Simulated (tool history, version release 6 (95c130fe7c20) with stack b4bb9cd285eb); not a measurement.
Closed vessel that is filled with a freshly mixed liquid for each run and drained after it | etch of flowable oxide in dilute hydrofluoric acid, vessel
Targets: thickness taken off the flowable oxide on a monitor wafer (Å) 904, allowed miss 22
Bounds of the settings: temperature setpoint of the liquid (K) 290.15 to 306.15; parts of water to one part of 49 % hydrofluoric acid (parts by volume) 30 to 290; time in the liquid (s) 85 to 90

run  hour  temperature setpoint of the liquid (K)  parts of water to one part of 49 % hydrofluoric acid (parts by volume)  time in the liquid (s)  thickness taken off the flowable oxide on a monitor wafer (Å)
  1     0                                  298.15                                                                     160                      85                                                         295.74
  2   6.4                                  300.15                                                                     130                      85                                                         408.65
  3  13.1                                  300.15                                                                     165                      85                                                         302.58
  4  22.3                                  300.15                                                                     165                      85                                                          308.2
  5  28.2                                  300.15                                                                     140                      85                                                         374.87
  6  36.3                                  300.15                                                                     175                      85                                                         287.89
  7  42.8                                  301.65                                                                     145                      85                                                          378.3
  8    48                                  302.65                                                                     120                      85                                                          487.1
  9  52.4                                  303.65                                                                     105                      85                                                         594.16
 10  55.3                                  304.15                                                                      95                      85                                                         687.31
 11  59.9                                  304.65                                                                      90                      85                                                         731.92
 12  65.2                                  305.15                                                                      85                      85                                                         798.22
 13  68.6                                  306.15                                                                      75                      85                                                         952.86
 14  70.2                                  305.65                                                                      75                      85                                                          936.5

4 next moves are on the table. One of them brings every result within its allowed miss. Which?
  A  71.8                                  303.15                                                                      75                      90                                                              ?
  B  71.8                                  305.15                                                                      75                      90                                                              ?
  C  71.8                                  303.15                                                                      80                      90                                                              ?
  D  71.8                                  306.15                                                                      75                      85                                                              ?

move  thickness taken off the flowable oxide on a monitor wafer (Å)
   A                                                         901.17
   B                                                         972.34
   C                                                         838.67
   D                                                         953.43
A: meets every target
B: further off than the last run
C: takes the result that was furthest off past its target
D: further off than the last run
Move A is the one to make.

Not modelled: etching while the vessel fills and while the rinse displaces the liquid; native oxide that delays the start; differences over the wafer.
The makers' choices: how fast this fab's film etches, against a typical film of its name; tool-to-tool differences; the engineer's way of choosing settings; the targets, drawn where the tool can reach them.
